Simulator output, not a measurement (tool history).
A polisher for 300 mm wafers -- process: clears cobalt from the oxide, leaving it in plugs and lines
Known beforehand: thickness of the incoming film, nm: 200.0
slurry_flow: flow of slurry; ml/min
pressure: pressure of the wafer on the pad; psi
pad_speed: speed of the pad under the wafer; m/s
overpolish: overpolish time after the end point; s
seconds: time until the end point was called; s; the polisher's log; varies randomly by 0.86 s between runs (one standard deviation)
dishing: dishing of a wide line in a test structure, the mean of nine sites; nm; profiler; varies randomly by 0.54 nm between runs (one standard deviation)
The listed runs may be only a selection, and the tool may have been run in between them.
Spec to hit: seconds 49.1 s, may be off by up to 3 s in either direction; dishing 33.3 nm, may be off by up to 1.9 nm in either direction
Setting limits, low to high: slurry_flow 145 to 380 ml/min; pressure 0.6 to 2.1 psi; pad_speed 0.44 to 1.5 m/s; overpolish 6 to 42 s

run 1 day=0 | slurry_flow=245 pressure=1.3 pad_speed=0.96 overpolish=21 | seconds=77.179 dishing=37.843
run 2 day=0.042 | slurry_flow=245 pressure=1.5 pad_speed=0.96 overpolish=21 | seconds=64.791 dishing=42.337
run 3 day=0.146 | slurry_flow=245 pressure=1.6 pad_speed=0.96 overpolish=18 | seconds=59.648 dishing=40.175
run 4 day=0.217 | slurry_flow=245 pressure=1.6 pad_speed=1.18 overpolish=18 | seconds=50.39 dishing=45.023
run 5 day=0.488 | slurry_flow=300 pressure=1.6 pad_speed=1.18 overpolish=18 | seconds=49.884 dishing=44.992
run 6 day=0.679 | slurry_flow=345 pressure=1.6 pad_speed=1.18 overpolish=18 | seconds=47.312 dishing=46.166
run 7 day=0.871 | slurry_flow=345 pressure=1.6 pad_speed=1.18 overpolish=16 | seconds=48.54 dishing=42.757
run 8 day=1.012 | slurry_flow=345 pressure=1.6 pad_speed=1.18 overpolish=14 | seconds=48.278 dishing=40.175
run 9 day=1.225 | slurry_flow=345 pressure=1.6 pad_speed=1.18 overpolish=7 | seconds=49.135 dishing=23.932
run 10 day=1.562 | slurry_flow=345 pressure=1.6 pad_speed=1.18 overpolish=8 | seconds=48.549 dishing=26.255
run 11 day=1.879 | slurry_flow=345 pressure=1.6 pad_speed=1.18 overpolish=9 | seconds=47.86 dishing=28.951
run 12 day=2.171 | slurry_flow=345 pressure=1.6 pad_speed=1.18 overpolish=10 | seconds=48.499 dishing=31.184
run 13 day=2.5 | slurry_flow=345 pressure=1.6 pad_speed=1.18 overpolish=12 | seconds=49.073 dishing=36
run 14 day=2.75 | slurry_flow=340 pressure=1.6 pad_speed=1.18 overpolish=12 | seconds=50.035 dishing=36.261

Exactly one of the 5 candidate moves below puts every result within its allowed miss. Which one?
run A day=3 | slurry_flow=325 pressure=1.9 pad_speed=0.86 overpolish=10 | seconds=? dishing=?
run B day=3 | slurry_flow=265 pressure=1.4 pad_speed=1.34 overpolish=11 | seconds=? dishing=?
run C day=3 | slurry_flow=375 pressure=1.4 pad_speed=1.1 overpolish=13 | seconds=? dishing=?
run D day=3 | slurry_flow=330 pressure=1.5 pad_speed=1.28 overpolish=9 | seconds=? dishing=?
run E day=3 | slurry_flow=365 pressure=1.4 pad_speed=1.14 overpolish=13 | seconds=? dishing=?

move=A seconds=55.554 dishing=28.496
move=B seconds=49.342 dishing=33.194
move=C seconds=58.381 dishing=33.205
move=D seconds=47.489 dishing=29.576
move=E seconds=56.483 dishing=33.958
A: carries the result that was furthest off beyond its target, to the other side
B: each result inside its tolerance
C: meets the target for the result that was furthest off, but another lies outside its allowed miss
D: carries the result that was furthest off beyond its target, to the other side
E: meets the target for the result that was furthest off, but another lies outside its allowed miss
B is the move that brings every result within its allowed miss.

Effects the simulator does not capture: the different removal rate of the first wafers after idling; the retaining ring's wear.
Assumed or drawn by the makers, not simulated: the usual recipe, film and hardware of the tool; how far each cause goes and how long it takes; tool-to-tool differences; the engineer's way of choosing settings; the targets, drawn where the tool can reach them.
